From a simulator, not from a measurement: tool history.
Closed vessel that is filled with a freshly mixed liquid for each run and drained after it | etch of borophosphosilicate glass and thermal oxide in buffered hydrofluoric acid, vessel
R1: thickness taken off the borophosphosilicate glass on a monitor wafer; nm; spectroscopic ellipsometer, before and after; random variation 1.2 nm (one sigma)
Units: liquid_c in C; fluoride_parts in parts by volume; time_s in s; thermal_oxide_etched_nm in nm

run 1 hour=0 | liquid_c=23 fluoride_parts=12 time_s=60 | R1=78.146 thermal_oxide_etched_nm=54.94
run 2 hour=5.6 | liquid_c=23 fluoride_parts=14 time_s=60 | R1=67.504 thermal_oxide_etched_nm=47.248
run 3 hour=9.9 | liquid_c=23 fluoride_parts=14 time_s=85 | R1=94.233 thermal_oxide_etched_nm=67.253
run 4 hour=17.2 | liquid_c=24.5 fluoride_parts=14 time_s=85 | R1=101.72 thermal_oxide_etched_nm=72.818
run 5 hour=23.9 | liquid_c=24.5 fluoride_parts=14 time_s=95 | R1=115.02 thermal_oxide_etched_nm=81.164
run 6 hour=29.5 | liquid_c=24.5 fluoride_parts=15.5 time_s=95 | R1=102.24 thermal_oxide_etched_nm=73.83

Run 7 comes next. What will it give?
run 7 hour=33.1 | liquid_c=25.5 fluoride_parts=15.5 time_s=95 | R1=? thermal_oxide_etched_nm=?

Run 7 gave R1 108.5 nm, thermal_oxide_etched_nm 77.751 nm.
